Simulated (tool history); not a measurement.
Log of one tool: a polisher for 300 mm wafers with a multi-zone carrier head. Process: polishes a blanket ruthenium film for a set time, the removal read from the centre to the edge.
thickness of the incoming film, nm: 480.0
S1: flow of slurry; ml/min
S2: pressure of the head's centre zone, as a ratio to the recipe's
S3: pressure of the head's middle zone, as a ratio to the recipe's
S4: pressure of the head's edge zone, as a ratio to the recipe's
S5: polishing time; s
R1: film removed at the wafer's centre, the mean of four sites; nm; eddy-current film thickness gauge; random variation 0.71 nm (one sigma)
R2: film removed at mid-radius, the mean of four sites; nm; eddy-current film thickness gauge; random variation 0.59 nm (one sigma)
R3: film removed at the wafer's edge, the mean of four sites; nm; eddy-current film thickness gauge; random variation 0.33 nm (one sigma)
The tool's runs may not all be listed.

run 1 hour=0 | S1=140 S2=1 S3=1 S4=1 S5=52 | R1=44.346 R2=44.963 R3=44.944
run 2 hour=8.7 | S1=140 S2=1 S3=0.93 S4=1 S5=52 | R1=42.866 R2=42.066 R3=44.427
run 3 hour=14 | S1=140 S2=1 S3=0.85 S4=1 S5=52 | R1=44.364 R2=39.07 R3=45.275
run 4 hour=17.4 | S1=140 S2=1 S3=0.85 S4=1.08 S5=52 | R1=44.293 R2=39.749 R3=46.445
run 5 hour=23.9 | S1=140 S2=1 S3=0.85 S4=1.14 S5=52 | R1=43.505 R2=39.525 R3=48.298
run 6 hour=32.9 | S1=155 S2=1.02 S3=0.9 S4=1.12 S5=52 | R1=46.741 R2=42.171 R3=48.465
run 7 hour=36.7 | S1=165 S2=1.02 S3=0.95 S4=1.11 S5=52 | R1=45.981 R2=44.681 R3=49.091

The next listed run, before its measurement:
run 8 hour=43.9 | S1=175 S2=1.04 S3=0.99 S4=1.09 S5=52 | R1=? R2=? R3=?

Run 8 gave R1 48.846 nm, R2 47.068 nm, R3 48.058 nm.
